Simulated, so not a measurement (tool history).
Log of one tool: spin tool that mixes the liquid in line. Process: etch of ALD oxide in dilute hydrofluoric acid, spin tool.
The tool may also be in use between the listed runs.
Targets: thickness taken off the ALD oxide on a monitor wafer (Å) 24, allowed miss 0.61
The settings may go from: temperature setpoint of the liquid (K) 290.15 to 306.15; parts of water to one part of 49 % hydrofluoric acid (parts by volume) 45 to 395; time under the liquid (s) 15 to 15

run	hour	temperature setpoint of the liquid (K)	parts of water to one part of 49 % hydrofluoric acid (parts by volume)	time under the liquid (s)	thickness taken off the ALD oxide on a monitor wafer (Å)
1	0	298.15	220	15	19.873
2	8.4	301.65	220	15	22.397
3	12.4	302.15	220	15	22.579
4	20.7	302.15	260	15	18.311
5	28.3	298.65	260	15	16.228
6	33.9	300.15	255	15	17.502
7	37.8	301.65	250	15	18.974
8	44.6	302.65	245	15	20.451
9	53	303.65	245	15	20.855
# hour 60.7: hydrofluoric acid flow meter replaced
10	60.7	304.15	240	15	19.534

Which of these 5 next moves meets every target?
A	68.4	301.65	190	15	?
B	68.4	303.15	190	15	?
C	68.4	304.65	200	15	?
D	68.4	302.65	270	15	?
E	68.4	306.15	205	15	?

move	thickness taken off the ALD oxide on a monitor wafer (Å)
A	23.866
B	25.157
C	24.851
D	15.838
E	25.336
A: meets every target
B: takes the result that was furthest off past its target
C: takes the result that was furthest off past its target
D: further off than the last run
E: takes the result that was furthest off past its target
Answer: A
